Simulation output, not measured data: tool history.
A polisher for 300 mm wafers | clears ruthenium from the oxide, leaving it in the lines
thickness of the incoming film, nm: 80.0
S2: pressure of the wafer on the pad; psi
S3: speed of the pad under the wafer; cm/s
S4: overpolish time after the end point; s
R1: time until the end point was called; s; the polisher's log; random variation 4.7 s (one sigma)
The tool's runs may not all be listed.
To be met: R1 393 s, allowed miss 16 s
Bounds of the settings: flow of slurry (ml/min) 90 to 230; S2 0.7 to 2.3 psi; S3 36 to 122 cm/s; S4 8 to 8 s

run 1 day=0 | flow_of_slurry_(ml/min)=150 S2=1.5 S3=78 S4=8 | R1=158.45
run 2 day=0.221 | flow_of_slurry_(ml/min)=145 S2=1.3 S3=70 S4=8 | R1=205.32
run 3 day=0.508 | flow_of_slurry_(ml/min)=140 S2=1.1 S3=66 S4=8 | R1=249.95
run 4 day=0.75 | flow_of_slurry_(ml/min)=135 S2=1 S3=62 S4=8 | R1=298.52
run 5 day=1.017 | flow_of_slurry_(ml/min)=130 S2=0.9 S3=62 S4=8 | R1=333.78
run 6 day=1.308 | flow_of_slurry_(ml/min)=120 S2=0.9 S3=62 S4=8 | R1=332.22
run 7 day=1.346 | flow_of_slurry_(ml/min)=115 S2=0.9 S3=62 S4=8 | R1=350.73
run 8 day=1.588 | flow_of_slurry_(ml/min)=110 S2=0.9 S3=62 S4=8 | R1=347.66
run 9 day=1.821 | flow_of_slurry_(ml/min)=105 S2=0.9 S3=62 S4=8 | R1=347.81

4 next moves are on the table. One of them brings every result within its allowed miss. Which?
run A day=2.054 | flow_of_slurry_(ml/min)=95 S2=0.8 S3=62 S4=8 | R1=?
run B day=2.054 | flow_of_slurry_(ml/min)=110 S2=0.7 S3=60 S4=8 | R1=?
run C day=2.054 | flow_of_slurry_(ml/min)=105 S2=1.1 S3=60 S4=8 | R1=?
run D day=2.054 | flow_of_slurry_(ml/min)=145 S2=0.7 S3=60 S4=8 | R1=?

move=A R1=398.78
move=B R1=454.31
move=C R1=298.26
move=D R1=434.23
A: meets every target
B: takes the result that was furthest off past its target
C: further off than the last run
D: takes the result that was furthest off past its target
Answer: A
